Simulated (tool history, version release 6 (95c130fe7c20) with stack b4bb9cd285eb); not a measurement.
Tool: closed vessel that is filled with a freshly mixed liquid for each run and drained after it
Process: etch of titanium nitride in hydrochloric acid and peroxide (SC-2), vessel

run	hour	temperature setpoint of the liquid (C)	parts of water to one part each of 37 % hydrochloric acid and 30 % peroxide (parts by volume)	time in the liquid (s)	thickness taken off the titanium nitride on a monitor wafer (angstrom)
1	0.0	52.0	8.0	30	11.9780
2	1.9	52.0	10.5	30	9.5976
3	10.4	52.0	10.5	30	9.6545
4	12.5	52.0	11.5	30	8.7938
5	19.7	52.0	11.5	30	9.0422
6	26.1	52.0	11.5	30	8.9549
7	29.5	51.5	11.5	30	8.5686
8	34.7	51.0	11.5	30	8.2929
9	38.1	50.5	11.5	30	7.9787
10	43.5	50.0	11.5	30	7.8015

Run 11 comes next. What will it give?
11	44.7	49.5	11.5	30	?

thickness taken off the titanium nitride on a monitor wafer (angstrom): 7.6470
